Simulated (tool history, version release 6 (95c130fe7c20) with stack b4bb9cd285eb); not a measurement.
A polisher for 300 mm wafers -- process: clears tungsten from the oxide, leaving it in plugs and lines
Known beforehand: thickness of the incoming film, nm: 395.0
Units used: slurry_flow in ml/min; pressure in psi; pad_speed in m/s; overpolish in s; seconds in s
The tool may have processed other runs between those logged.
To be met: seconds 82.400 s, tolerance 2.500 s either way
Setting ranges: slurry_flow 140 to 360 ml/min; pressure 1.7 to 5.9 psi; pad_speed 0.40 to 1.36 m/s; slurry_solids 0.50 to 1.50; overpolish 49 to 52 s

{"run": 1, "hour": 0.0, "slurry_flow": 230, "pressure": 3.8, "pad_speed": 0.88, "slurry_solids": 1.0, "overpolish": 49, "seconds": 105.37}
{"run": 2, "hour": 4.3, "slurry_flow": 230, "pressure": 3.9, "pad_speed": 0.88, "slurry_solids": 1.0, "overpolish": 49, "seconds": 101.58}
{"run": 3, "hour": 6.8, "slurry_flow": 230, "pressure": 3.9, "pad_speed": 1.1, "slurry_solids": 1.0, "overpolish": 49, "seconds": 85.775}
{"run": 4, "hour": 12.0, "slurry_flow": 195, "pressure": 3.9, "pad_speed": 1.1, "slurry_solids": 1.0, "overpolish": 49, "seconds": 88.429}
{"run": 5, "hour": 17.2, "slurry_flow": 200, "pressure": 3.9, "pad_speed": 1.1, "slurry_solids": 1.0, "overpolish": 49, "seconds": 87.546}
{"run": 6, "hour": 18.5, "slurry_flow": 200, "pressure": 3.9, "pad_speed": 0.98, "slurry_solids": 1.0, "overpolish": 49, "seconds": 96.246}
{"run": 7, "hour": 21.4, "slurry_flow": 205, "pressure": 4.0, "pad_speed": 0.98, "slurry_solids": 1.0, "overpolish": 49, "seconds": 92.728}
{"run": 8, "hour": 26.4, "slurry_flow": 210, "pressure": 4.0, "pad_speed": 0.98, "slurry_solids": 1.0, "overpolish": 49, "seconds": 92.946}
{"run": 9, "hour": 27.1, "slurry_flow": 210, "pressure": 4.0, "pad_speed": 0.98, "slurry_solids": 1.0, "overpolish": 49, "seconds": 90.677}

Of the 5 settings listed for the next run, only one would bring every result within its allowed miss of target. Which one?
{"run": "A", "hour": 27.8, "slurry_flow": 190, "pressure": 3.7, "pad_speed": 1.04, "slurry_solids": 1.0, "overpolish": 52, "seconds": "?"}
{"run": "B", "hour": 27.8, "slurry_flow": 140, "pressure": 4.3, "pad_speed": 1.16, "slurry_solids": 0.9, "overpolish": 49, "seconds": "?"}
{"run": "C", "hour": 27.8, "slurry_flow": 205, "pressure": 4.5, "pad_speed": 0.94, "slurry_solids": 0.85, "overpolish": 52, "seconds": "?"}
{"run": "D", "hour": 27.8, "slurry_flow": 210, "pressure": 4.3, "pad_speed": 0.96, "slurry_solids": 1.0, "overpolish": 52, "seconds": "?"}
{"run": "E", "hour": 27.8, "slurry_flow": 220, "pressure": 4.0, "pad_speed": 1.1, "slurry_solids": 0.95, "overpolish": 49, "seconds": "?"}

move=A seconds=96.523
move=B seconds=82.720
move=C seconds=89.885
move=D seconds=87.575
move=E seconds=85.584
A: misses by more than the last run did
B: all results land within tolerance of their targets
C: nearer than the last run, and not there yet
D: nearer than the last run, and not there yet
E: nearer than the last run, and not there yet
B meets every target.
